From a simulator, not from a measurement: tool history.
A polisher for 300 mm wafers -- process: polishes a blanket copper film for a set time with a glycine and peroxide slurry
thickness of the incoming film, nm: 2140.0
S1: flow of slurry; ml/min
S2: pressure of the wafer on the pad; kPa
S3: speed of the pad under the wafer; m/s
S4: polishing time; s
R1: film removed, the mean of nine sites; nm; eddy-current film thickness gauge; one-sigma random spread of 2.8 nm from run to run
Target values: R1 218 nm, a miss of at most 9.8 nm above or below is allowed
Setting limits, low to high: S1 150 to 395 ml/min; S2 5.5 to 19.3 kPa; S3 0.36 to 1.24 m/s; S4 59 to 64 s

{"run": 1, "day": 0.0, "S1": 250, "S2": 12.4, "S3": 0.8, "S4": 64, "R1": 157.64}
{"run": 2, "day": 0.083, "S1": 250, "S2": 12.4, "S3": 0.64, "S4": 64, "R1": 139.58}
{"run": 3, "day": 0.279, "S1": 250, "S2": 13.1, "S3": 0.66, "S4": 64, "R1": 145}
{"run": 4, "day": 0.646, "S1": 250, "S2": 13.1, "S3": 0.86, "S4": 64, "R1": 175.5}
{"run": 5, "day": 0.875, "S1": 250, "S2": 13.1, "S3": 0.94, "S4": 64, "R1": 185.83}
{"run": 6, "day": 0.925, "S1": 250, "S2": 15.2, "S3": 0.94, "S4": 64, "R1": 202.62}
{"day": 1.192, "done": "worn pad replaced by a new one"}
{"run": 7, "day": 1.192, "S1": 250, "S2": 16.5, "S3": 0.96, "S4": 64, "R1": 239.64}
{"run": 8, "day": 1.321, "S1": 250, "S2": 15.9, "S3": 0.96, "S4": 64, "R1": 233.89}

Which of these 4 next moves meets every target?
{"run": "A", "day": 1.45, "S1": 290, "S2": 16.5, "S3": 0.88, "S4": 62, "R1": "?"}
{"run": "B", "day": 1.45, "S1": 220, "S2": 14.5, "S3": 0.92, "S4": 59, "R1": "?"}
{"run": "C", "day": 1.45, "S1": 185, "S2": 17.9, "S3": 0.84, "S4": 59, "R1": "?"}
{"run": "D", "day": 1.45, "S1": 275, "S2": 18.6, "S3": 0.72, "S4": 61, "R1": "?"}

move=A R1=220.83
move=B R1=193.72
move=C R1=201.5
move=D R1=200.96
A: every result lands within tolerance
B: the result that was furthest off in the last run now lies on the other side of its target
C: the result that was furthest off in the last run now lies on the other side of its target
D: the result that was furthest off in the last run now lies on the other side of its target
So the answer is move A, the one that meets all the targets.

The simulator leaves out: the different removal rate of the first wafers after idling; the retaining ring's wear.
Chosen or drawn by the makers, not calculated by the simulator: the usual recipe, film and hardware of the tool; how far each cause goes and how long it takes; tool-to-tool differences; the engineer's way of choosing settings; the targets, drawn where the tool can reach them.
